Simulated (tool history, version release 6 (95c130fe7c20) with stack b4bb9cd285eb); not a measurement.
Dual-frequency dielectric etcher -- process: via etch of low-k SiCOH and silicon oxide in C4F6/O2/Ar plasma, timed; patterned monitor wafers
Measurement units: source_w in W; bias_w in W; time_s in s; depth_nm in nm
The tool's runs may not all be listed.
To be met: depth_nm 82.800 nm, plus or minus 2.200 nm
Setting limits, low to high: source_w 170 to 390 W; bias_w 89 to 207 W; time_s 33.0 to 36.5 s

run	day	source_w	bias_w	time_s	depth_nm
1	0.000	280	148	36.5	70.650
2	0.312	300	152	36.5	73.171
3	0.533	320	155	36.5	74.765
4	0.838	330	160	36.5	76.676
5	1.138	330	160	36.5	77.013
6	1.225	340	162	36.5	77.640
7	1.488	350	165	36.5	78.289
8	1.533	360	169	36.5	80.807

Which one of the following 4 next-run settings gets every result inside its allowed miss? There is exactly one.
A	1.579	390	171	34.0	?
B	1.579	390	173	34.0	?
C	1.579	360	170	35.5	?
D	1.579	380	174	36.5	?

move	depth_nm
A	76.953
B	77.220
C	78.215
D	82.362
A: further off than the last run
B: further off than the last run
C: further off than the last run
D: all results land within tolerance of their targets
Correct choice: D, which meets every target
